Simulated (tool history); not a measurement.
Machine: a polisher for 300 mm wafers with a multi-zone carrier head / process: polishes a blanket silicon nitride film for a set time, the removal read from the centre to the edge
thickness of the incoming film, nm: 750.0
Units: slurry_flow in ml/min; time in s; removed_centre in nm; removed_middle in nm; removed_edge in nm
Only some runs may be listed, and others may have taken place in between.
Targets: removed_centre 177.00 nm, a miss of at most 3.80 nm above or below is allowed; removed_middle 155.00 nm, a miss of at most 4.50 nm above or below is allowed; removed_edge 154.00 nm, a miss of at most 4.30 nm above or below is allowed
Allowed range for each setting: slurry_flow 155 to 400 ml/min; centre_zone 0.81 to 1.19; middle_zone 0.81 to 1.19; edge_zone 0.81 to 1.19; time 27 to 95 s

run,hour,slurry_flow,centre_zone,middle_zone,edge_zone,time,removed_centre,removed_middle,removed_edge
1,0.0,255,1.00,1.00,1.00,61,116.77,118.90,117.75
2,3.7,255,1.04,1.00,1.00,61,121.07,117.43,119.82
3,10.0,255,1.04,1.00,1.07,61,120.05,118.77,122.18
4,11.8,255,1.04,1.00,1.10,61,121.57,115.93,124.57
5,19.5,270,1.06,1.01,1.09,62,126.96,122.88,126.41
6,20.4,270,1.06,1.01,1.05,62,126.04,122.69,124.93
7,24.9,280,1.08,1.01,1.04,63,132.23,124.50,124.67
8,30.4,280,1.08,1.01,1.04,63,130.97,123.06,124.61
9,37.0,285,1.09,1.02,1.05,64,134.24,127.48,128.06
10,45.9,295,1.10,1.02,1.05,65,138.27,129.05,129.84
11,47.1,295,1.10,1.02,1.05,65,138.62,131.12,130.40
12,52.5,300,1.11,1.02,1.05,66,141.01,132.90,131.43
13,58.0,300,1.12,1.02,1.05,67,145.02,132.60,136.58
14,64.7,310,1.13,1.02,1.04,68,149.75,135.63,136.15
15,66.9,315,1.14,1.02,1.04,69,151.74,136.90,137.06

4 next moves are on the table. One of them brings every result within its allowed miss. Which?
A,69.1,315,1.13,1.06,1.08,81,?,?,?
B,69.1,305,1.19,1.05,1.01,72,?,?,?
C,69.1,390,1.16,1.02,0.98,81,?,?,?
D,69.1,330,1.16,1.00,0.99,78,?,?,?

move,removed_centre,removed_middle,removed_edge
A,177.27,167.33,164.99
B,164.56,147.11,141.59
C,185.00,164.94,159.55
D,175.51,154.18,152.84
A: puts the biggest miss on target and leaves a different result outside tolerance
B: better than the last run, though not everything is in spec
C: takes the result that was furthest off past its target
D: all results in spec
Correct choice: D, which meets every target
